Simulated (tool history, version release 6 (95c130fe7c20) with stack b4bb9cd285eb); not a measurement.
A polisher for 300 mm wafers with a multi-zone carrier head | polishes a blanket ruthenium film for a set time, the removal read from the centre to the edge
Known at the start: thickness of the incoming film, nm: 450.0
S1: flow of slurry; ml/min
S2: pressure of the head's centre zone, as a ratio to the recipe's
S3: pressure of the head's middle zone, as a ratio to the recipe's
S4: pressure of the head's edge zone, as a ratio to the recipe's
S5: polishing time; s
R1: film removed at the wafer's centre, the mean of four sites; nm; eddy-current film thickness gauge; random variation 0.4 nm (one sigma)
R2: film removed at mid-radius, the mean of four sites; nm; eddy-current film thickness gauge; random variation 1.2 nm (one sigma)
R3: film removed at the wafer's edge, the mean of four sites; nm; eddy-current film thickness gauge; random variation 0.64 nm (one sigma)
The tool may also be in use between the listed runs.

run 1 day=0.000 | S1=205 S2=1.00 S3=1.00 S4=1.00 S5=68 | R1=52.515 R2=54.580 R3=50.988
run 2 day=0.342 | S1=210 S2=0.98 S3=1.04 S4=1.02 S5=70 | R1=53.041 R2=56.122 R3=54.196
run 3 day=0.404 | S1=210 S2=0.98 S3=1.09 S4=1.02 S5=70 | R1=53.253 R2=59.451 R3=53.786
run 4 day=0.675 | S1=210 S2=0.92 S3=1.09 S4=1.02 S5=70 | R1=49.881 R2=58.101 R3=53.267
run 5 day=1.042 | S1=210 S2=0.89 S3=1.09 S4=1.02 S5=70 | R1=48.309 R2=58.714 R3=54.094
run 6 day=1.221 | S1=215 S2=0.88 S3=1.11 S4=1.01 S5=73 | R1=49.927 R2=62.726 R3=56.155
run 7 day=1.454 | S1=225 S2=0.88 S3=1.13 S4=1.01 S5=75 | R1=51.573 R2=65.487 R3=56.649
run 8 day=1.650 | S1=225 S2=0.88 S3=1.14 S4=1.02 S5=77 | R1=52.598 R2=68.037 R3=59.763

Run 9 comes next. What will it give?
run 9 day=1.804 | S1=230 S2=0.88 S3=1.15 S4=1.02 S5=78 | R1=? R2=? R3=?

Run 9 gave R1 53.116 nm, R2 66.959 nm, R3 60.745 nm.
